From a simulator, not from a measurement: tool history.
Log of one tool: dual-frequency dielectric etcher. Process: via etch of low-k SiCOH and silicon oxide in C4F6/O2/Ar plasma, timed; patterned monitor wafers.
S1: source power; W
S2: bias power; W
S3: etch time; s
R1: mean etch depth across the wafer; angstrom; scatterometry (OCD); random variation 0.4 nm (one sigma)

run 1 hour=0 | S1=480 S2=207 S3=43 | R1=1015.2
run 2 hour=1.2 | S1=480 S2=234 S3=43 | R1=1060.5
run 3 hour=4.9 | S1=480 S2=234 S3=45 | R1=1103.3
run 4 hour=7.7 | S1=460 S2=225 S3=44.5 | R1=1060.1
run 5 hour=13.6 | S1=460 S2=225 S3=45 | R1=1067.7
run 6 hour=20 | S1=460 S2=194 S3=45 | R1=1020.5

Run 7 comes next. What will it give?
run 7 hour=20.6 | S1=440 S2=192 S3=45 | R1=?

R1: 996.2 angstrom

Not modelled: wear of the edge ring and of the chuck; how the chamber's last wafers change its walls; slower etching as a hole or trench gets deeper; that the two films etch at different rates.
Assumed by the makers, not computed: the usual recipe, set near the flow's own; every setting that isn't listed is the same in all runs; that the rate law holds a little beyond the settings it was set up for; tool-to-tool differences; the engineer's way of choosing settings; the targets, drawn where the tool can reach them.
